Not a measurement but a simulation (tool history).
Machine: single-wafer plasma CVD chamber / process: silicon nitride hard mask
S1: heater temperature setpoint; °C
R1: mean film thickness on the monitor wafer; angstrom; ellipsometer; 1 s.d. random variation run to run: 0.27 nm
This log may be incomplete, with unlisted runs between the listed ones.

run 1 hour=0 | S1=390 chamber_pressure_(mTorr)=1510 RF_power_(W)=330 deposition_time_(s)=40.5 | R1=523.36
run 2 hour=4.7 | S1=390 chamber_pressure_(mTorr)=1510 RF_power_(W)=330 deposition_time_(s)=40.5 | R1=526.27
run 3 hour=10.6 | S1=390 chamber_pressure_(mTorr)=1600 RF_power_(W)=330 deposition_time_(s)=40.5 | R1=540.88
run 4 hour=12.5 | S1=385 chamber_pressure_(mTorr)=1600 RF_power_(W)=330 deposition_time_(s)=40.5 | R1=538.11
run 5 hour=16.3 | S1=385 chamber_pressure_(mTorr)=1660 RF_power_(W)=330 deposition_time_(s)=40.5 | R1=546.82
run 6 hour=25.1 | S1=385 chamber_pressure_(mTorr)=1710 RF_power_(W)=330 deposition_time_(s)=40.5 | R1=555.55
run 7 hour=29.1 | S1=385 chamber_pressure_(mTorr)=1740 RF_power_(W)=330 deposition_time_(s)=40.5 | R1=560.97
run 8 hour=37.4 | S1=385 chamber_pressure_(mTorr)=1770 RF_power_(W)=330 deposition_time_(s)=40.5 | R1=563.14

What does the tool deliver on the next run?
run 9 hour=40.1 | S1=385 chamber_pressure_(mTorr)=1800 RF_power_(W)=330 deposition_time_(s)=40.5 | R1=?

{"run 9": {"R1": 564.31}}

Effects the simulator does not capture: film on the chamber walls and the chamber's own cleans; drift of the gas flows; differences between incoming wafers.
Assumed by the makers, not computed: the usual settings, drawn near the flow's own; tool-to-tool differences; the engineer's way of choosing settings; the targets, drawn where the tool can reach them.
